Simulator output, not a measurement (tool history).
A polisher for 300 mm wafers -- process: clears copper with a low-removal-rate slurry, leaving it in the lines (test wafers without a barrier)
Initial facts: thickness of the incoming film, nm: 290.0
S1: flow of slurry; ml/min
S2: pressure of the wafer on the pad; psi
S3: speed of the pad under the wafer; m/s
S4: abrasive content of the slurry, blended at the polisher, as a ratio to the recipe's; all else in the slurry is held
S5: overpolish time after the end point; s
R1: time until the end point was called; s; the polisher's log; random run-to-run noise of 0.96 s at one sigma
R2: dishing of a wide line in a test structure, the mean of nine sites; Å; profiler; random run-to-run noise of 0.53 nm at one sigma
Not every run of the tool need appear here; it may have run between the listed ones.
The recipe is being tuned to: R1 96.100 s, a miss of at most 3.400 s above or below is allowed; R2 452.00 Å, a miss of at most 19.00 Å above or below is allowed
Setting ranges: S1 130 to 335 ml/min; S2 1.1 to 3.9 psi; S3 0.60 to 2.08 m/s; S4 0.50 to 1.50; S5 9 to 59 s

run	hour	S1	S2	S3	S4	S5	R1	R2
1	0.0	215	2.5	1.34	1.00	30	78.026	751.60
2	4.4	220	2.3	1.34	1.00	26	82.923	623.89
3	10.1	220	2.3	1.34	1.20	26	79.224	652.59
4	12.3	195	2.3	1.34	1.20	26	80.350	646.74
5	13.5	195	2.3	1.48	1.20	26	75.145	686.18
6	14.3	200	2.1	1.48	1.20	24	82.672	599.93
7	15.2	205	2.0	1.48	1.20	22	86.363	531.91
8	22.5	205	1.9	1.48	1.20	21	91.450	481.75
9	26.8	200	1.9	1.48	1.20	21	89.278	489.32

Exactly one of the 4 candidate moves below puts every result within its allowed miss. Which one?
A	31.1	205	1.8	1.24	1.30	22	?	?
B	31.1	145	1.9	1.38	1.40	20	?	?
C	31.1	185	1.7	1.48	1.10	20	?	?
D	31.1	170	1.7	1.46	1.15	20	?	?

move	R1	R2
A	103.950	444.85
B	95.178	443.98
C	104.430	407.35
D	105.250	404.64
A: pushes the last run's worst result past its target
B: all results land within tolerance of their targets
C: pushes the last run's worst result past its target
D: pushes the last run's worst result past its target
B is the move that brings every result within its allowed miss.

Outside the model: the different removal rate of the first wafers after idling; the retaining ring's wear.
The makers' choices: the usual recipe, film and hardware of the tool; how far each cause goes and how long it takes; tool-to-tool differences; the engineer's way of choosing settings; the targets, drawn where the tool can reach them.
